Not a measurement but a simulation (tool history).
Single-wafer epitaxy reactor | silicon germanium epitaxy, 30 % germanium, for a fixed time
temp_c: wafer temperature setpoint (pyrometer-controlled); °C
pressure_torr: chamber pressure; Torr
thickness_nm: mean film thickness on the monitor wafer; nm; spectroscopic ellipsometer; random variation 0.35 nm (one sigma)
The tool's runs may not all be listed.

{"run": 1, "day": 0.0, "temp_c": 625, "pressure_torr": 14.0, "thickness_nm": 77.149}
{"run": 2, "day": 0.025, "temp_c": 625, "pressure_torr": 15.5, "thickness_nm": 79.742}
{"run": 3, "day": 0.154, "temp_c": 621, "pressure_torr": 15.4, "thickness_nm": 73.272}
{"run": 4, "day": 0.404, "temp_c": 621, "pressure_torr": 16.9, "thickness_nm": 76.678}
{"run": 5, "day": 0.733, "temp_c": 618, "pressure_torr": 16.9, "thickness_nm": 72.813}
{"run": 6, "day": 1.104, "temp_c": 622, "pressure_torr": 16.9, "thickness_nm": 78.049}
{"run": 7, "day": 1.342, "temp_c": 618, "pressure_torr": 16.8, "thickness_nm": 71.899}
{"run": 8, "day": 1.483, "temp_c": 616, "pressure_torr": 16.8, "thickness_nm": 68.643}
{"run": 9, "day": 1.658, "temp_c": 615, "pressure_torr": 16.8, "thickness_nm": 68.643}

The next listed run, before its measurement:
{"run": 10, "day": 1.838, "temp_c": 613, "pressure_torr": 16.8, "thickness_nm": "?"}

Run 10 gave thickness_nm 65.239 nm.
